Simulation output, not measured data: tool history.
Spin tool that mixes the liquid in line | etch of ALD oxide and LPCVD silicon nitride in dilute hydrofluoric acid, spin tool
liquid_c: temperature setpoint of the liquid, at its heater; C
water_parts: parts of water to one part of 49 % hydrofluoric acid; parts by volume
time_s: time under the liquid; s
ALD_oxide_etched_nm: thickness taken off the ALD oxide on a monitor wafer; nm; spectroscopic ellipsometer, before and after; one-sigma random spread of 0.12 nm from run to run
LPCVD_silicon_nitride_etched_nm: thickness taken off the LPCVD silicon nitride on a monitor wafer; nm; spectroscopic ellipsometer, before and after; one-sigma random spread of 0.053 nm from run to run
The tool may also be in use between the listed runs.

run,hour,liquid_c,water_parts,time_s,ALD_oxide_etched_nm,LPCVD_silicon_nitride_etched_nm
1,0,21,165,125,6.0381,0.32262
2,2.8,21,125,125,8.1782,0.42992
3,4.1,21,85,125,12.773,0.62037
4,8.8,21,85,160,16.339,0.88097
5,17.2,21,135,160,9.4942,0.48601
6,23.8,22,130,160,10.315,0.54657
7,32.3,22.5,125,160,11.123,0.64791
8,41,22.5,120,160,11.737,0.64341
9,49.4,23,120,160,12.185,0.74036

Run 10, settings as shown, results not yet in. Your forecast:
10,55.2,23.5,95,160,?,?

{"run 10": {"ALD_oxide_etched_nm": 16.125, "LPCVD_silicon_nitride_etched_nm": 0.93279}}
